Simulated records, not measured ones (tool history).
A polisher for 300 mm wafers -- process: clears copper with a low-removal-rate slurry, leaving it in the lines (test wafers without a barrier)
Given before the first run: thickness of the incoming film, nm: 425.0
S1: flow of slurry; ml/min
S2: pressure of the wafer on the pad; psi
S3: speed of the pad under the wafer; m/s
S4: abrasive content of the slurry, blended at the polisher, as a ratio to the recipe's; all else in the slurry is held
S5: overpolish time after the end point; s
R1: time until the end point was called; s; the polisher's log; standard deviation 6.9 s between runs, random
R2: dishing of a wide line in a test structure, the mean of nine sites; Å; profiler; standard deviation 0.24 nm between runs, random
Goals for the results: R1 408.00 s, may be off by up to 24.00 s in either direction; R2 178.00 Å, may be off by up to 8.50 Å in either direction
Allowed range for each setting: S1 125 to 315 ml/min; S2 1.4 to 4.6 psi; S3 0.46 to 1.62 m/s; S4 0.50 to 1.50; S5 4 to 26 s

run 1 day=0.000 | S1=205 S2=3.0 S3=1.04 S4=1.00 S5=13 | R1=147.88 R2=311.67
run 2 day=0.221 | S1=255 S2=3.0 S3=1.04 S4=1.00 S5=13 | R1=150.24 R2=321.46
run 3 day=0.579 | S1=255 S2=2.3 S3=1.04 S4=1.00 S5=13 | R1=191.37 R2=247.68
run 4 day=0.829 | S1=255 S2=2.3 S3=1.04 S4=1.10 S5=13 | R1=193.92 R2=254.32
run 5 day=0.962 | S1=255 S2=2.2 S3=1.00 S4=1.10 S5=13 | R1=207.38 R2=238.31
run 6 day=1.283 | S1=255 S2=2.2 S3=1.00 S4=1.10 S5=17 | R1=209.66 R2=297.84
-- day=1.433 head pressure recalibrated
run 7 day=1.433 | S1=255 S2=2.1 S3=0.96 S4=1.10 S5=17 | R1=232.72 R2=263.52
run 8 day=1.621 | S1=255 S2=2.0 S3=0.94 S4=1.10 S5=17 | R1=250.07 R2=248.11
run 9 day=1.996 | S1=245 S2=1.4 S3=0.66 S4=1.05 S5=19 | R1=475.09 R2=149.04

Of the 5 settings listed for the next run, only one would bring every result within its allowed miss of target. Which one?
run A day=2.371 | S1=280 S2=1.8 S3=0.64 S4=0.80 S5=22 | R1=? R2=?
run B day=2.371 | S1=195 S2=1.8 S3=0.74 S4=1.10 S5=17 | R1=? R2=?
run C day=2.371 | S1=200 S2=1.5 S3=0.62 S4=1.10 S5=25 | R1=? R2=?
run D day=2.371 | S1=210 S2=2.1 S3=0.66 S4=0.95 S5=19 | R1=? R2=?
run E day=2.371 | S1=245 S2=1.7 S3=0.66 S4=1.15 S5=19 | R1=? R2=?

move=A R1=420.32 R2=198.04
move=B R1=360.04 R2=180.10
move=C R1=498.29 R2=189.43
move=D R1=356.24 R2=202.40
move=E R1=406.30 R2=178.22
A: moves the result that the last run missed by most past its target, out the other side
B: gets the furthest-off result to its target, but another result is out of tolerance
C: moves the result that the last run missed by most past its target, out the other side
D: moves the result that the last run missed by most past its target, out the other side
E: every result within its allowed miss
Correct choice: E, which meets every target
